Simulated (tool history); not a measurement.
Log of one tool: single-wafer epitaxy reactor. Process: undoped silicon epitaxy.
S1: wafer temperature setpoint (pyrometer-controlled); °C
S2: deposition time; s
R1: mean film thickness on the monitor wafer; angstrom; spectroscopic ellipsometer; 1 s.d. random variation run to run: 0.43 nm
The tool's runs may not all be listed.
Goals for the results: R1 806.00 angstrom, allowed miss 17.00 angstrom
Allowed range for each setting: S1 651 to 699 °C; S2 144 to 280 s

run 1 hour=0.0 | S1=675 S2=212 | R1=535.53
run 2 hour=7.3 | S1=680 S2=212 | R1=592.88
run 3 hour=15.2 | S1=683 S2=212 | R1=631.62
run 4 hour=15.9 | S1=683 S2=199 | R1=590.99
run 5 hour=18.6 | S1=693 S2=199 | R1=722.83
run 6 hour=25.7 | S1=694 S2=199 | R1=730.14
run 7 hour=33.2 | S1=695 S2=199 | R1=751.70
run 8 hour=33.9 | S1=696 S2=199 | R1=761.14
run 9 hour=38.9 | S1=697 S2=199 | R1=774.31

4 next moves are on the table. One of them brings every result within its allowed miss. Which?
run A hour=43.9 | S1=696 S2=209 | R1=?
run B hour=43.9 | S1=698 S2=213 | R1=?
run C hour=43.9 | S1=695 S2=227 | R1=?
run D hour=43.9 | S1=699 S2=205 | R1=?

move=A R1=798.44
move=B R1=846.00
move=C R1=850.46
move=D R1=830.17
A: hits every target within its allowed miss
B: carries the result that was furthest off beyond its target, to the other side
C: carries the result that was furthest off beyond its target, to the other side
D: carries the result that was furthest off beyond its target, to the other side
A is the move that brings every result within its allowed miss.
